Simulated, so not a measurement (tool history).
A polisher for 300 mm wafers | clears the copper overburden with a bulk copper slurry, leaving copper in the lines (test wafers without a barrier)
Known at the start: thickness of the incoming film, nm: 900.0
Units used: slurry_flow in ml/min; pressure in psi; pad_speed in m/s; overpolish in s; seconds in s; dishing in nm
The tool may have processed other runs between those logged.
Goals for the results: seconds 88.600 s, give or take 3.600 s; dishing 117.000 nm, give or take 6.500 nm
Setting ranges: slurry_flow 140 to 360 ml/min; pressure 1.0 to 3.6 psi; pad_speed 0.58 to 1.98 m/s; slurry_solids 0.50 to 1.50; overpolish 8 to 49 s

run 1 hour=0.0 | slurry_flow=230 pressure=2.3 pad_speed=1.28 slurry_solids=1.00 overpolish=25 | seconds=105.960 dishing=100.410
run 2 hour=6.5 | slurry_flow=230 pressure=2.4 pad_speed=1.28 slurry_solids=1.00 overpolish=25 | seconds=102.910 dishing=100.620
run 3 hour=11.8 | slurry_flow=230 pressure=2.5 pad_speed=1.28 slurry_solids=1.00 overpolish=25 | seconds=99.825 dishing=106.820
run 4 hour=15.0 | slurry_flow=265 pressure=2.5 pad_speed=1.28 slurry_solids=1.00 overpolish=25 | seconds=94.783 dishing=109.330
run 5 hour=18.1 | slurry_flow=270 pressure=2.5 pad_speed=1.28 slurry_solids=1.00 overpolish=25 | seconds=95.046 dishing=108.630
run 6 hour=19.3 | slurry_flow=270 pressure=2.5 pad_speed=1.10 slurry_solids=1.00 overpolish=25 | seconds=111.680 dishing=98.062
run 7 hour=23.1 | slurry_flow=275 pressure=2.6 pad_speed=1.10 slurry_solids=1.00 overpolish=25 | seconds=109.380 dishing=104.000
run 8 hour=28.5 | slurry_flow=280 pressure=2.7 pad_speed=1.10 slurry_solids=1.00 overpolish=24 | seconds=103.510 dishing=101.770
run 9 hour=36.9 | slurry_flow=285 pressure=2.8 pad_speed=1.10 slurry_solids=1.00 overpolish=24 | seconds=99.050 dishing=106.870

Which of these 5 next moves meets every target?
run A hour=45.3 | slurry_flow=305 pressure=2.9 pad_speed=1.16 slurry_solids=1.05 overpolish=19 | seconds=? dishing=?
run B hour=45.3 | slurry_flow=290 pressure=2.6 pad_speed=1.06 slurry_solids=1.00 overpolish=27 | seconds=? dishing=?
run C hour=45.3 | slurry_flow=360 pressure=3.6 pad_speed=1.04 slurry_solids=0.70 overpolish=19 | seconds=? dishing=?
run D hour=45.3 | slurry_flow=290 pressure=2.5 pad_speed=1.14 slurry_solids=0.95 overpolish=23 | seconds=? dishing=?
run E hour=45.3 | slurry_flow=270 pressure=3.1 pad_speed=1.14 slurry_solids=1.00 overpolish=25 | seconds=? dishing=?

move=A seconds=88.756 dishing=98.804
move=B seconds=109.650 dishing=105.410
move=C seconds=88.125 dishing=102.260
move=D seconds=107.680 dishing=96.404
move=E seconds=86.707 dishing=118.540
A: the worst result of the last run now meets its target, but another is out of spec
B: further off than the last run
C: the worst result of the last run now meets its target, but another is out of spec
D: further off than the last run
E: all results land within tolerance of their targets
Correct choice: E, which meets every target
